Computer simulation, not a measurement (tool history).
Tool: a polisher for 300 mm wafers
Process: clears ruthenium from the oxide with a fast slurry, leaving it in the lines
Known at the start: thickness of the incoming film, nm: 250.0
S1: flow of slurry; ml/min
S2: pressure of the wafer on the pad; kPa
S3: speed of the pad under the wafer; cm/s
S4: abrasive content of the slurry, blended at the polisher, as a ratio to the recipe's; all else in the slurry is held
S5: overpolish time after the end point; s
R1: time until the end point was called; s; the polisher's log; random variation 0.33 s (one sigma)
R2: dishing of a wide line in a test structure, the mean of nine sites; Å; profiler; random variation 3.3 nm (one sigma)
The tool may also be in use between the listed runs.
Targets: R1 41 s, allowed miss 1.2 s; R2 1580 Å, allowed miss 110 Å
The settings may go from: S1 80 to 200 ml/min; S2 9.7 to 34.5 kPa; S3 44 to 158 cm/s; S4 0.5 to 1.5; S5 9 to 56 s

run    day   S1    S2   S3  S4  S5      R1      R2
  1      0  130  22.1  100   1  29  54.775   966.9
  2   0.35  140  24.1  100   1  32  50.933  1106.6
  3  0.454  140  24.1  116   1  32  44.644  1272.6
  4    0.5  140  24.8  116   1  34  43.582  1348.6
  5  0.612  140  24.8   96   1  34  51.441  1178.3
  6  0.658  140  26.9   96   1  35  47.265  1277.5
  7  0.871  140  28.3   96   1  36  45.949    1315
  8   1.05  145    29   96   1  37  43.756  1313.2
  9  1.317  150  29.6   96   1  39  43.011  1344.6
 10  1.688  145  30.3   96   1  41  43.027  1512.8
 11  1.758  150  30.3   96   1  42  42.072  1535.5

5 next moves are on the table. One of them brings every result within its allowed miss. Which?
  A  1.829  155    31  104   0.8  41   ?   ?
  B  1.829  145  27.6   98  1.05  47   ?   ?
  C  1.829  155  34.5  110  0.75  35   ?   ?
  D  1.829  140  30.3   94     1  44   ?   ?
  E  1.829  140  34.5   80  1.15  48   ?   ?

move      R1      R2
   A  44.187  1412.6
   B   44.45  1521.8
   C  40.052  1362.5
   D  43.788  1479.3
   E  41.635  1593.5
A: further off than the last run
B: further off than the last run
C: brings the result that was furthest off to its target, and leaves another outside
D: further off than the last run
E: meets every target
The right move is E.
